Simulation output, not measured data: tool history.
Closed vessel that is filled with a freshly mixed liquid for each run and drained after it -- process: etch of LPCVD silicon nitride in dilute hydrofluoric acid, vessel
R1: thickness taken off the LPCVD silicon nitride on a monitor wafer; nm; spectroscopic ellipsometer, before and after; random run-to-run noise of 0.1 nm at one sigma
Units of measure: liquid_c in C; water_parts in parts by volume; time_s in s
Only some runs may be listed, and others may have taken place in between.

{"run": 1, "hour": 0.0, "liquid_c": 21.0, "water_parts": 295, "time_s": 2660, "R1": 4.4745}
{"run": 2, "hour": 1.8, "liquid_c": 24.5, "water_parts": 295, "time_s": 2660, "R1": 5.5264}
{"run": 3, "hour": 8.3, "liquid_c": 24.5, "water_parts": 370, "time_s": 2660, "R1": 4.4432}
{"run": 4, "hour": 11.4, "liquid_c": 24.5, "water_parts": 370, "time_s": 2865, "R1": 4.8242}
{"run": 5, "hour": 14.9, "liquid_c": 25.5, "water_parts": 325, "time_s": 2865, "R1": 5.7848}
{"run": 6, "hour": 21.0, "liquid_c": 25.5, "water_parts": 365, "time_s": 2865, "R1": 5.1016}
{"run": 7, "hour": 29.1, "liquid_c": 26.0, "water_parts": 320, "time_s": 2865, "R1": 5.9923}
{"run": 8, "hour": 34.2, "liquid_c": 26.5, "water_parts": 280, "time_s": 2865, "R1": 7.1429}

What does the tool deliver on the next run?
{"run": 9, "hour": 42.0, "liquid_c": 29.0, "water_parts": 160, "time_s": 2865, "R1": "?"}

Run 9 produced R1 14.7400 nm.
